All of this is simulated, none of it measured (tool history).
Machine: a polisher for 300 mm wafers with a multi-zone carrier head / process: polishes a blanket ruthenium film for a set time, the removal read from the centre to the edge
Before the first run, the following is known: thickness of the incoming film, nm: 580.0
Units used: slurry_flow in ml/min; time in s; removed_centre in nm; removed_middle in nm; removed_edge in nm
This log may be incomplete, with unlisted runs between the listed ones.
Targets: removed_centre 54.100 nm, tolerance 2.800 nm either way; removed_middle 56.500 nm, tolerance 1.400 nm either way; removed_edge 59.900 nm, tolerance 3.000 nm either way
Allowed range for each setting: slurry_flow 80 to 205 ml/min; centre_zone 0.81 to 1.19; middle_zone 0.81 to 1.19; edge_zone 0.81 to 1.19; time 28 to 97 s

{"run": 1, "hour": 0.0, "slurry_flow": 135, "centre_zone": 1.0, "middle_zone": 1.0, "edge_zone": 1.0, "time": 62, "removed_centre": 58.425, "removed_middle": 58.584, "removed_edge": 61.061}
{"run": 2, "hour": 1.4, "slurry_flow": 165, "centre_zone": 1.0, "middle_zone": 1.0, "edge_zone": 1.0, "time": 62, "removed_centre": 62.722, "removed_middle": 60.694, "removed_edge": 63.707}
{"run": 3, "hour": 3.9, "slurry_flow": 165, "centre_zone": 1.0, "middle_zone": 1.0, "edge_zone": 0.94, "time": 62, "removed_centre": 63.572, "removed_middle": 60.885, "removed_edge": 59.525}
{"run": 4, "hour": 8.3, "slurry_flow": 165, "centre_zone": 1.0, "middle_zone": 1.0, "edge_zone": 0.94, "time": 74, "removed_centre": 74.694, "removed_middle": 71.935, "removed_edge": 69.781}
{"run": 5, "hour": 16.5, "slurry_flow": 165, "centre_zone": 1.0, "middle_zone": 1.0, "edge_zone": 0.88, "time": 74, "removed_centre": 73.858, "removed_middle": 73.353, "removed_edge": 70.588}
{"run": 6, "hour": 19.4, "slurry_flow": 190, "centre_zone": 1.0, "middle_zone": 1.0, "edge_zone": 0.88, "time": 74, "removed_centre": 76.421, "removed_middle": 74.86, "removed_edge": 70.637}
{"run": 7, "hour": 20.6, "slurry_flow": 185, "centre_zone": 0.98, "middle_zone": 0.98, "edge_zone": 0.87, "time": 73, "removed_centre": 74.654, "removed_middle": 72.984, "removed_edge": 66.769}
{"run": 8, "hour": 24.8, "slurry_flow": 175, "centre_zone": 0.96, "middle_zone": 0.97, "edge_zone": 0.9, "time": 72, "removed_centre": 71.053, "removed_middle": 69.068, "removed_edge": 68.957}
{"run": 9, "hour": 33.3, "slurry_flow": 170, "centre_zone": 0.95, "middle_zone": 0.96, "edge_zone": 0.89, "time": 71, "removed_centre": 70.048, "removed_middle": 67.342, "removed_edge": 66.862}
{"hour": 42.2, "done": "worn pad replaced by a new one"}
{"run": 10, "hour": 42.2, "slurry_flow": 165, "centre_zone": 0.93, "middle_zone": 0.96, "edge_zone": 0.89, "time": 70, "removed_centre": 74.851, "removed_middle": 74.559, "removed_edge": 72.72}
{"run": 11, "hour": 42.8, "slurry_flow": 155, "centre_zone": 0.94, "middle_zone": 0.97, "edge_zone": 0.91, "time": 68, "removed_centre": 69.686, "removed_middle": 71.982, "removed_edge": 71.344}
{"run": 12, "hour": 50.9, "slurry_flow": 145, "centre_zone": 0.95, "middle_zone": 0.97, "edge_zone": 0.92, "time": 66, "removed_centre": 68.349, "removed_middle": 69.309, "removed_edge": 68.964}
{"run": 13, "hour": 56.2, "slurry_flow": 140, "centre_zone": 0.96, "middle_zone": 0.98, "edge_zone": 0.94, "time": 65, "removed_centre": 67.963, "removed_middle": 68.785, "removed_edge": 68.481}
{"run": 14, "hour": 57.8, "slurry_flow": 140, "centre_zone": 0.96, "middle_zone": 0.99, "edge_zone": 0.96, "time": 64, "removed_centre": 66.991, "removed_middle": 67.825, "removed_edge": 68.437}
{"run": 15, "hour": 66.8, "slurry_flow": 105, "centre_zone": 0.86, "middle_zone": 0.89, "edge_zone": 0.89, "time": 60, "removed_centre": 51.155, "removed_middle": 54.563, "removed_edge": 58.001}

Which of these 4 next moves meets every target?
{"run": "A", "hour": 75.8, "slurry_flow": 105, "centre_zone": 0.87, "middle_zone": 0.88, "edge_zone": 0.89, "time": 58, "removed_centre": "?", "removed_middle": "?", "removed_edge": "?"}
{"run": "B", "hour": 75.8, "slurry_flow": 110, "centre_zone": 0.86, "middle_zone": 0.95, "edge_zone": 0.81, "time": 56, "removed_centre": "?", "removed_middle": "?", "removed_edge": "?"}
{"run": "C", "hour": 75.8, "slurry_flow": 105, "centre_zone": 0.86, "middle_zone": 0.89, "edge_zone": 0.83, "time": 63, "removed_centre": "?", "removed_middle": "?", "removed_edge": "?"}
{"run": "D", "hour": 75.8, "slurry_flow": 80, "centre_zone": 0.81, "middle_zone": 0.83, "edge_zone": 1.03, "time": 70, "removed_centre": "?", "removed_middle": "?", "removed_edge": "?"}

move=A removed_centre=50.034 removed_middle=51.187 removed_edge=55.731
move=B removed_centre=48.547 removed_middle=53.425 removed_edge=52.040
move=C removed_centre=53.721 removed_middle=56.130 removed_edge=58.658
move=D removed_centre=50.006 removed_middle=53.285 removed_edge=67.543
A: misses by more than the last run did
B: misses by more than the last run did
C: meets every target
D: misses by more than the last run did
C is the move that brings every result within its allowed miss.

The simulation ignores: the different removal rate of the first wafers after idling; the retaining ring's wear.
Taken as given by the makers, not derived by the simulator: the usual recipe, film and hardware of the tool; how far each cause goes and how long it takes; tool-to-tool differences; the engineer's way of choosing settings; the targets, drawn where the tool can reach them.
